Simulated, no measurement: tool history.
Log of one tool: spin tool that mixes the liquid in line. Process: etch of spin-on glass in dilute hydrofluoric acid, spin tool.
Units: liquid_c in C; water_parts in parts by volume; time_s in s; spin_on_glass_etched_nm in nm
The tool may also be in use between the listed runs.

{"run": 1, "hour": 0.0, "liquid_c": 26, "water_parts": 55, "time_s": 55, "spin_on_glass_etched_nm": 78.423}
{"run": 2, "hour": 8.9, "liquid_c": 27, "water_parts": 55, "time_s": 55, "spin_on_glass_etched_nm": 81.6}
{"run": 3, "hour": 17.4, "liquid_c": 27, "water_parts": 55, "time_s": 55, "spin_on_glass_etched_nm": 82.447}
{"run": 4, "hour": 25.6, "liquid_c": 27, "water_parts": 50, "time_s": 55, "spin_on_glass_etched_nm": 90.804}
{"run": 5, "hour": 34.0, "liquid_c": 27, "water_parts": 40, "time_s": 55, "spin_on_glass_etched_nm": 115.97}
{"run": 6, "hour": 35.5, "liquid_c": 27, "water_parts": 40, "time_s": 55, "spin_on_glass_etched_nm": 115.69}
{"run": 7, "hour": 42.1, "liquid_c": 27, "water_parts": 40, "time_s": 55, "spin_on_glass_etched_nm": 115.71}
{"run": 8, "hour": 46.9, "liquid_c": 26.5, "water_parts": 40, "time_s": 55, "spin_on_glass_etched_nm": 113.95}
{"run": 9, "hour": 50.2, "liquid_c": 26, "water_parts": 40, "time_s": 55, "spin_on_glass_etched_nm": 110.56}
{"run": 10, "hour": 52.5, "liquid_c": 25.5, "water_parts": 40, "time_s": 55, "spin_on_glass_etched_nm": 109.12}

Run 11 comes next. What will it give?
{"run": 11, "hour": 53.5, "liquid_c": 25, "water_parts": 40, "time_s": 55, "spin_on_glass_etched_nm": "?"}

spin_on_glass_etched_nm: 107.05 nm
